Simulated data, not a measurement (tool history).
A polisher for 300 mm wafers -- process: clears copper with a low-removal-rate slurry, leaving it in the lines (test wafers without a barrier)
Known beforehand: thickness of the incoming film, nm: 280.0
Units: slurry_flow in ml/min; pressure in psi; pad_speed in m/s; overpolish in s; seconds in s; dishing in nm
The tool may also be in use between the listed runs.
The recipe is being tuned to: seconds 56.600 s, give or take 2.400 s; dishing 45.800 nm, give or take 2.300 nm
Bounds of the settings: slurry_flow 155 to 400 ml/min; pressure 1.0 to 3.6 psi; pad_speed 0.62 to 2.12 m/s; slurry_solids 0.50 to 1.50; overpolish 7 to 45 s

{"run": 1, "day": 0.0, "slurry_flow": 255, "pressure": 2.3, "pad_speed": 1.36, "slurry_solids": 1.0, "overpolish": 23, "seconds": 81.134, "dishing": 43.774}
{"run": 2, "day": 0.254, "slurry_flow": 255, "pressure": 2.3, "pad_speed": 1.36, "slurry_solids": 1.1, "overpolish": 23, "seconds": 78.113, "dishing": 44.418}
{"run": 3, "day": 0.612, "slurry_flow": 255, "pressure": 2.5, "pad_speed": 1.36, "slurry_solids": 1.1, "overpolish": 21, "seconds": 75.618, "dishing": 43.41}
{"run": 4, "day": 0.692, "slurry_flow": 260, "pressure": 2.7, "pad_speed": 1.38, "slurry_solids": 1.1, "overpolish": 19, "seconds": 67.372, "dishing": 43.09}
{"run": 5, "day": 0.904, "slurry_flow": 260, "pressure": 2.7, "pad_speed": 1.38, "slurry_solids": 1.1, "overpolish": 15, "seconds": 69.563, "dishing": 37.652}
{"run": 6, "day": 0.971, "slurry_flow": 260, "pressure": 2.8, "pad_speed": 1.38, "slurry_solids": 1.1, "overpolish": 16, "seconds": 64.713, "dishing": 39.905}
{"run": 7, "day": 1.333, "slurry_flow": 260, "pressure": 2.9, "pad_speed": 1.38, "slurry_solids": 1.1, "overpolish": 17, "seconds": 63.881, "dishing": 42.384}
{"run": 8, "day": 1.4, "slurry_flow": 260, "pressure": 3.0, "pad_speed": 1.38, "slurry_solids": 1.1, "overpolish": 17, "seconds": 62.092, "dishing": 43.511}

Which one of the following 5 next-run settings gets every result inside its allowed miss? There is exactly one.
{"run": "A", "day": 1.467, "slurry_flow": 275, "pressure": 3.4, "pad_speed": 1.5, "slurry_solids": 1.05, "overpolish": 14, "seconds": "?", "dishing": "?"}
{"run": "B", "day": 1.467, "slurry_flow": 260, "pressure": 2.9, "pad_speed": 1.2, "slurry_solids": 1.0, "overpolish": 20, "seconds": "?", "dishing": "?"}
{"run": "C", "day": 1.467, "slurry_flow": 255, "pressure": 3.4, "pad_speed": 1.72, "slurry_solids": 1.0, "overpolish": 12, "seconds": "?", "dishing": "?"}
{"run": "D", "day": 1.467, "slurry_flow": 240, "pressure": 3.1, "pad_speed": 1.7, "slurry_solids": 0.9, "overpolish": 17, "seconds": "?", "dishing": "?"}
{"run": "E", "day": 1.467, "slurry_flow": 175, "pressure": 3.0, "pad_speed": 1.76, "slurry_solids": 1.45, "overpolish": 15, "seconds": "?", "dishing": "?"}

move=A seconds=53.207 dishing=41.463
move=B seconds=72.423 dishing=42.305
move=C seconds=49.168 dishing=39.405
move=D seconds=55.579 dishing=45.350
move=E seconds=51.365 dishing=43.948
A: the result that was furthest off in the last run now lies on the other side of its target
B: lands further from the targets than the last run did
C: the result that was furthest off in the last run now lies on the other side of its target
D: all results land within tolerance of their targets
E: the result that was furthest off in the last run now lies on the other side of its target
Go with D: it meets all targets.
